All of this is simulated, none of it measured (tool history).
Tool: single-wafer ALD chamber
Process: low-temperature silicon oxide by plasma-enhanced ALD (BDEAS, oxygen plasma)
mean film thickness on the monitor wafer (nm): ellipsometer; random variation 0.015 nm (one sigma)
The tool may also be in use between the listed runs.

| run | day | heater temperature setpoint (°C) | number of ALD cycles (cycles) | mean film thickness on the monitor wafer (nm) |
|---|---|---|---|---|
| 1 | 0 | 100 | 23 | 3.1869 |
| 2 | 0.342 | 99 | 23 | 3.1945 |
| 3 | 0.546 | 96 | 26 | 3.6338 |
| 4 | 0.738 | 95 | 27 | 3.7908 |
| 5 | 1.112 | 95 | 24 | 3.3788 |
| 6 | 1.262 | 91 | 24 | 3.4146 |
| 7 | 1.638 | 90 | 24 | 3.4317 |
| 8 | 1.783 | 90 | 24 | 3.4321 |
| 9 | 1.871 | 89 | 24 | 3.4476 |

Run 10 comes next. What will it give?
| 10 | 1.967 | 89 | 24 | ? |

Run 10 gave mean film thickness on the monitor wafer (nm) 3.4519.
